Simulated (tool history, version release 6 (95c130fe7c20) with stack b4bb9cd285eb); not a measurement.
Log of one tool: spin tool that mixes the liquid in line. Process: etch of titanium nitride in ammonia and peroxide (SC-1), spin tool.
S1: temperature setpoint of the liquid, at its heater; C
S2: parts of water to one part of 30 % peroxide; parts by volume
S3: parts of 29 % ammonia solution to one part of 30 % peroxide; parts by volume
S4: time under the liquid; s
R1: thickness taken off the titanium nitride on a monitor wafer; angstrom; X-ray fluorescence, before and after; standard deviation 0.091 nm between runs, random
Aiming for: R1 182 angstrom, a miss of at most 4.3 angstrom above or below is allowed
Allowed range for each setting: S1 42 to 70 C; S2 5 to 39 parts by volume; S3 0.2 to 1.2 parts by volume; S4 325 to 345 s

| run | day | S1 | S2 | S3 | S4 | R1 |
|---|---|---|---|---|---|---|
| 1 | 0 | 58 | 21.5 | 0.8 | 325 | 203.14 |
| 2 | 0.117 | 57.5 | 21.5 | 0.8 | 325 | 194.52 |
| 3 | 0.217 | 61.5 | 21.5 | 0.8 | 325 | 252.19 |
| 4 | 0.392 | 60 | 21.5 | 0.8 | 325 | 229.57 |
| 5 | 0.483 | 59 | 21.5 | 0.8 | 325 | 216.29 |
| 6 | 0.662 | 58 | 21.5 | 0.8 | 325 | 203.15 |
| 7 | 0.967 | 57.5 | 21.5 | 0.8 | 325 | 195.09 |
| 8 | 1.108 | 57 | 21.5 | 0.8 | 325 | 188.58 |

5 candidate next runs follow, results not yet known. Just one meets every target within its allowed miss. Identify it.
| A | 1.25 | 55 | 18.5 | 0.7 | 325 | ? |
| B | 1.25 | 57.5 | 21 | 0.6 | 335 | ? |
| C | 1.25 | 54 | 15 | 0.65 | 345 | ? |
| D | 1.25 | 51.5 | 10 | 0.5 | 345 | ? |
| E | 1.25 | 54 | 20.5 | 1.2 | 345 | ? |

| move | R1 |
|---|---|
| A | 175.72 |
| B | 194.16 |
| C | 192.87 |
| D | 192.54 |
| E | 181.03 |
A: carries the result that was furthest off beyond its target, to the other side
B: moves away from the targets compared with the last run
C: moves away from the targets compared with the last run
D: moves away from the targets compared with the last run
E: in spec on every target
Answer: E

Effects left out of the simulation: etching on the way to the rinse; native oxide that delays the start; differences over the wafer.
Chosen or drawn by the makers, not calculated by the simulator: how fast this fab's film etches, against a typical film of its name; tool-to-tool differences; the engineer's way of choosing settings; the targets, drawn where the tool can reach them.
